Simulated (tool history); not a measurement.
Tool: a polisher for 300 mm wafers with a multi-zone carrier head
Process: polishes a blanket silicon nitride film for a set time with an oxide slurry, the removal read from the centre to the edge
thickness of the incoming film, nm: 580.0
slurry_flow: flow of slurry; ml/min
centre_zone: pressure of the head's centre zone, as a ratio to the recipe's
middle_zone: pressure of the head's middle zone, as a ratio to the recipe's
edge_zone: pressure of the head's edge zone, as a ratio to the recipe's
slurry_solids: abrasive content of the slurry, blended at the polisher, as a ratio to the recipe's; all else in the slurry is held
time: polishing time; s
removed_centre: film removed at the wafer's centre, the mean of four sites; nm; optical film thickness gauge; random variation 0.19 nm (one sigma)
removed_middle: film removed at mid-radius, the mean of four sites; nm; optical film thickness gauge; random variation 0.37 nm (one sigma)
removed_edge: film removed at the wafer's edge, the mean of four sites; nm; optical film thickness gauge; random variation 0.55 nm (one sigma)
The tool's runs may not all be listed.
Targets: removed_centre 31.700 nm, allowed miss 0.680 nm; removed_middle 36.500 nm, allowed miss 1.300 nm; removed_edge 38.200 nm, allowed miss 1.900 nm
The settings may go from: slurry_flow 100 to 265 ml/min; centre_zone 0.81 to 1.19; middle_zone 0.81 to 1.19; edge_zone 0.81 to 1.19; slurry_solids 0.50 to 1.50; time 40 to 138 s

run	day	slurry_flow	centre_zone	middle_zone	edge_zone	slurry_solids	time	removed_centre	removed_middle	removed_edge
1	0.000	170	1.00	1.00	1.00	1.00	88	47.634	47.760	47.901
2	0.025	195	1.00	1.00	1.00	1.00	88	48.960	49.507	48.108
3	0.388	195	1.00	1.00	1.00	0.90	88	46.616	46.640	45.270
4	0.508	180	0.95	0.98	0.99	0.85	88	41.829	44.205	44.358
5	0.771	175	0.92	0.96	0.96	0.80	88	38.954	41.150	42.214
6	0.842	175	0.92	0.96	0.96	0.60	88	33.010	34.672	35.938
7	0.942	170	0.91	0.97	0.98	0.60	88	32.531	35.273	35.076
8	1.029	170	0.89	0.96	0.98	0.65	88	33.298	36.563	37.771
9	1.258	165	0.88	0.96	0.98	0.65	88	32.676	36.977	37.771
10	1.408	160	0.88	0.96	0.98	0.65	88	32.525	36.199	36.654
11	1.533	160	0.88	0.96	0.98	0.65	88	32.545	36.425	36.899

4 next moves are on the table. One of them brings every result within its allowed miss. Which?
A	1.658	170	0.98	1.06	1.04	0.50	91	?	?	?
B	1.658	125	0.82	0.90	0.93	0.75	90	?	?	?
C	1.658	155	0.82	0.99	0.98	0.70	89	?	?	?
D	1.658	145	0.91	1.08	0.95	0.55	92	?	?	?

move	removed_centre	removed_middle	removed_edge
A	32.018	33.764	32.481
B	32.020	35.611	38.050
C	32.192	38.489	38.309
D	31.047	36.006	32.907
A: brings the result that was furthest off to its target, and leaves another outside
B: meets every target
C: brings the result that was furthest off to its target, and leaves another outside
D: brings the result that was furthest off to its target, and leaves another outside
Answer: B

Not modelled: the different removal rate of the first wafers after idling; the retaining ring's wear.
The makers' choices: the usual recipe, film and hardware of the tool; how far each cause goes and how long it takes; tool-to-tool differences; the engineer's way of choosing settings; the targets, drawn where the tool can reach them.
